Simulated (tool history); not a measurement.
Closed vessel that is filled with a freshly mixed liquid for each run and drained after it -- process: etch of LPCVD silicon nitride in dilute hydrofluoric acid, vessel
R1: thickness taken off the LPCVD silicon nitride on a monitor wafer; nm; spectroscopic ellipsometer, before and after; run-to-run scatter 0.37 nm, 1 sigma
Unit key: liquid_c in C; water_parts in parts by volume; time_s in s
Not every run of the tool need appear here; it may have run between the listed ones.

run 1 hour=0.0 | liquid_c=20.0 water_parts=60 time_s=2765 | R1=19.540
run 2 hour=6.2 | liquid_c=20.0 water_parts=60 time_s=2960 | R1=20.908
run 3 hour=14.8 | liquid_c=20.0 water_parts=60 time_s=2960 | R1=20.854
run 4 hour=18.8 | liquid_c=21.5 water_parts=55 time_s=2960 | R1=25.068
run 5 hour=22.5 | liquid_c=22.5 water_parts=50 time_s=2960 | R1=29.354
run 6 hour=25.2 | liquid_c=22.5 water_parts=50 time_s=2960 | R1=29.679
run 7 hour=29.6 | liquid_c=23.5 water_parts=45 time_s=2960 | R1=35.320

Run 8 comes next. What will it give?
run 8 hour=30.7 | liquid_c=24.0 water_parts=45 time_s=2960 | R1=?

Logged for run 8: R1 35.782 nm.

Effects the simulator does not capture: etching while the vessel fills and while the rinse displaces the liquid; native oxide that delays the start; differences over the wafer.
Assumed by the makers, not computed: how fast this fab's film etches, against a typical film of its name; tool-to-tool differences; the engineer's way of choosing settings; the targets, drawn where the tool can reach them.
